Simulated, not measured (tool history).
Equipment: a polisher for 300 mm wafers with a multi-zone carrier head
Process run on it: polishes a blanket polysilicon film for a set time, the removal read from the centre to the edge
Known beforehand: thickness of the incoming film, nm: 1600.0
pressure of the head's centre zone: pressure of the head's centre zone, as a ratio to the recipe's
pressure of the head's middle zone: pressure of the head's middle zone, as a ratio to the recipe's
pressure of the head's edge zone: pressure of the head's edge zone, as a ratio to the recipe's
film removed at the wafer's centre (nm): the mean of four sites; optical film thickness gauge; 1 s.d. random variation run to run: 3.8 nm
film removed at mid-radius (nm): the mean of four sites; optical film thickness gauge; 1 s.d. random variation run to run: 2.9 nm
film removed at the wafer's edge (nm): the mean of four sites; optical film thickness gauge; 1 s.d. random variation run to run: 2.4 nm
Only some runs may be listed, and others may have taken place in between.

run	hour	flow of slurry (ml/min)	pressure of the head's centre zone	pressure of the head's middle zone	pressure of the head's edge zone	polishing time (s)	film removed at the wafer's centre (nm)	film removed at mid-radius (nm)	film removed at the wafer's edge (nm)
1	0	130	1	1	1	66	562.85	598.25	577.52
2	3.6	130	1	1.03	1	66	560.09	612.57	570.31
3	7.7	160	1	1.03	1	66	575.14	625.95	589.19
4	10.8	155	0.99	1.01	0.98	61	544.28	554.85	541.83
5	18.7	155	0.99	1.01	0.92	61	526.44	562.84	520.16
6	19.8	185	0.99	1.01	0.92	61	541.65	570.03	534.84
7	24.7	180	0.98	1	0.9	57	512.02	528.14	492.35
8	26.9	175	0.96	0.98	0.89	54	461.9	493.75	462.01
9	35.3	170	0.96	0.96	0.88	52	444.49	470.9	440.57
10	37.7	165	0.96	0.94	0.87	50	432.55	440.84	421.92
11	42.1	160	0.95	0.92	0.86	49	402.04	423.71	407.58

Estimate the outcome of run 12 from the log above:
12	42.8	125	1.03	0.85	0.81	40	?	?	?

film removed at the wafer's centre (nm): 350.02
film removed at mid-radius (nm): 308.91
film removed at the wafer's edge (nm): 317.18

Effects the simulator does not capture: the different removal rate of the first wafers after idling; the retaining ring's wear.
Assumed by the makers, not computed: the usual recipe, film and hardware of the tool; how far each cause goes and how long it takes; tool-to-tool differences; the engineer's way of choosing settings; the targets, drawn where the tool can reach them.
